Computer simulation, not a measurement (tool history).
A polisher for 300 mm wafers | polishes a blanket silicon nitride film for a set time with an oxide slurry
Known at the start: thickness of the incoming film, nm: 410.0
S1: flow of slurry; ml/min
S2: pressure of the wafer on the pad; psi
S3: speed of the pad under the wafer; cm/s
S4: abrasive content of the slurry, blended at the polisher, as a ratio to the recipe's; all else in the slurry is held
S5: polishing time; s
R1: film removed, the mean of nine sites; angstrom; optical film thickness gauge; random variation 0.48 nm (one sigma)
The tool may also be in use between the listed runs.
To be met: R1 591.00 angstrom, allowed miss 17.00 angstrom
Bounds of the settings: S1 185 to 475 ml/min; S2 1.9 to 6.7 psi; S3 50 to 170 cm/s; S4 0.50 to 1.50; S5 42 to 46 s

Run 1, hour 0.0: S1 305 ml/min, S2 4.3 psi, S3 110 cm/s, S4 1.00, S5 46 s. Result: R1 347.36 angstrom.
Run 2, hour 7.8: S1 380 ml/min, S2 4.3 psi, S3 110 cm/s, S4 1.00, S5 46 s. Result: R1 352.34 angstrom.
Run 3, hour 8.5: S1 380 ml/min, S2 4.6 psi, S3 110 cm/s, S4 1.00, S5 46 s. Result: R1 369.02 angstrom.
Run 4, hour 14.5: S1 380 ml/min, S2 4.6 psi, S3 122 cm/s, S4 1.00, S5 46 s. Result: R1 412.24 angstrom.
At hour 19.6: worn pad replaced by a new one.
Run 5, hour 19.6: S1 380 ml/min, S2 4.6 psi, S3 122 cm/s, S4 1.00, S5 42 s. Result: R1 428.54 angstrom.
Run 6, hour 21.2: S1 340 ml/min, S2 4.6 psi, S3 122 cm/s, S4 1.00, S5 42 s. Result: R1 423.40 angstrom.
Run 7, hour 26.6: S1 340 ml/min, S2 4.8 psi, S3 122 cm/s, S4 1.00, S5 42 s. Result: R1 437.06 angstrom.
Run 8, hour 31.3: S1 340 ml/min, S2 4.8 psi, S3 122 cm/s, S4 1.00, S5 42 s. Result: R1 440.75 angstrom.
Run 9, hour 37.6: S1 340 ml/min, S2 4.9 psi, S3 122 cm/s, S4 1.00, S5 42 s. Result: R1 443.60 angstrom.
Run 10, hour 42.0: S1 345 ml/min, S2 6.1 psi, S3 124 cm/s, S4 1.00, S5 42 s. Result: R1 564.13 angstrom.
Run 11, hour 44.7: S1 345 ml/min, S2 6.2 psi, S3 124 cm/s, S4 1.00, S5 42 s. Result: R1 574.48 angstrom.

4 next moves are on the table. One of them brings every result within its allowed miss. Which?
Run A, hour 47.4: S1 470 ml/min, S2 5.7 psi, S3 150 cm/s, S4 0.85, S5 42 s. Result: R1 ?.
Run B, hour 47.4: S1 350 ml/min, S2 6.2 psi, S3 122 cm/s, S4 0.95, S5 42 s. Result: R1 ?.
Run C, hour 47.4: S1 390 ml/min, S2 5.2 psi, S3 154 cm/s, S4 0.90, S5 42 s. Result: R1 ?.
Run D, hour 47.4: S1 290 ml/min, S2 5.5 psi, S3 130 cm/s, S4 1.20, S5 42 s. Result: R1 ?.

move      R1
   A  588.09
   B  554.14
   C  554.98
   D  556.75
A: meets every target
B: further off than the last run
C: further off than the last run
D: further off than the last run
Move A is the one to make.

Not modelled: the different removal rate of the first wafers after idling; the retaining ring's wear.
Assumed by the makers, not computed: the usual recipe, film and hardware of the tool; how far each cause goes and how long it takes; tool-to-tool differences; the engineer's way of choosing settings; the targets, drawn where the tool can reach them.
